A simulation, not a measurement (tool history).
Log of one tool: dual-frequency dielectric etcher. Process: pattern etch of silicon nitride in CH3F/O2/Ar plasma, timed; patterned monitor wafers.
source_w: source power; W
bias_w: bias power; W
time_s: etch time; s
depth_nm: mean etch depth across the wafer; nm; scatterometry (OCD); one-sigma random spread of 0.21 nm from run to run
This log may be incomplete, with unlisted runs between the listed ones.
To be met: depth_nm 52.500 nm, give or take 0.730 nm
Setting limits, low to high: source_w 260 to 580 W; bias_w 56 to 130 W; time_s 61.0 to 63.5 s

run	hour	source_w	bias_w	time_s	depth_nm
1	0.0	420	93	61.0	44.789
2	5.7	420	93	63.5	46.096
3	7.7	380	93	63.5	44.436
4	14.2	400	93	63.5	45.433
5	17.4	400	84	63.5	42.934
6	26.1	430	84	63.5	43.892
7	32.1	450	86	63.5	45.833
8	33.9	470	86	63.5	45.850
9	36.8	490	88	63.5	47.495

Which of these 5 next moves meets every target?
A	39.7	510	80	62.0	?
B	39.7	460	97	63.5	?
C	39.7	540	78	63.5	?
D	39.7	530	90	63.0	?
E	39.7	520	109	62.0	?

move	depth_nm
A	44.548
B	48.727
C	45.951
D	48.884
E	52.779
A: its largest miss is bigger than the last run's
B: an improvement on the last run, though not all results are within tolerance
C: its largest miss is bigger than the last run's
D: an improvement on the last run, though not all results are within tolerance
E: each result inside its tolerance
The right move is E.
